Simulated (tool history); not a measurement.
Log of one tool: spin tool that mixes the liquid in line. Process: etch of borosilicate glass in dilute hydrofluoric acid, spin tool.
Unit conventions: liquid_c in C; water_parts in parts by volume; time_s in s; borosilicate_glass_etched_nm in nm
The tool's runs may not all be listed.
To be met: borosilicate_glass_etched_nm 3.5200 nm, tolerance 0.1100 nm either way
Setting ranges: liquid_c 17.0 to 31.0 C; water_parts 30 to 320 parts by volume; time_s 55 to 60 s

run 1 day=0.000 | liquid_c=23.0 water_parts=175 time_s=55 | borosilicate_glass_etched_nm=7.2135
run 2 day=0.025 | liquid_c=23.0 water_parts=230 time_s=55 | borosilicate_glass_etched_nm=5.1564
run 3 day=0.342 | liquid_c=21.0 water_parts=240 time_s=55 | borosilicate_glass_etched_nm=4.5644
run 4 day=0.583 | liquid_c=20.0 water_parts=250 time_s=55 | borosilicate_glass_etched_nm=4.1363
run 5 day=0.846 | liquid_c=20.0 water_parts=220 time_s=55 | borosilicate_glass_etched_nm=4.8794
run 6 day=0.933 | liquid_c=20.0 water_parts=220 time_s=60 | borosilicate_glass_etched_nm=5.2816
run 7 day=1.267 | liquid_c=19.0 water_parts=235 time_s=60 | borosilicate_glass_etched_nm=4.7628
run 8 day=1.425 | liquid_c=18.5 water_parts=245 time_s=60 | borosilicate_glass_etched_nm=4.4048
run 9 day=1.771 | liquid_c=18.0 water_parts=255 time_s=60 | borosilicate_glass_etched_nm=4.1203
run 10 day=2.042 | liquid_c=18.0 water_parts=255 time_s=60 | borosilicate_glass_etched_nm=4.1013

Of the 4 settings listed for the next run, only one would bring every result within its allowed miss of target. Which one?
run A day=2.312 | liquid_c=17.0 water_parts=285 time_s=55 | borosilicate_glass_etched_nm=?
run B day=2.312 | liquid_c=19.5 water_parts=300 time_s=55 | borosilicate_glass_etched_nm=?
run C day=2.312 | liquid_c=17.0 water_parts=280 time_s=55 | borosilicate_glass_etched_nm=?
run D day=2.312 | liquid_c=17.0 water_parts=260 time_s=55 | borosilicate_glass_etched_nm=?

move=A borosilicate_glass_etched_nm=3.1365
move=B borosilicate_glass_etched_nm=3.2300
move=C borosilicate_glass_etched_nm=3.2061
move=D borosilicate_glass_etched_nm=3.5123
A: pushes the last run's worst result past its target
B: pushes the last run's worst result past its target
C: pushes the last run's worst result past its target
D: hits every target within its allowed miss
So the answer is move D, the one that meets all the targets.

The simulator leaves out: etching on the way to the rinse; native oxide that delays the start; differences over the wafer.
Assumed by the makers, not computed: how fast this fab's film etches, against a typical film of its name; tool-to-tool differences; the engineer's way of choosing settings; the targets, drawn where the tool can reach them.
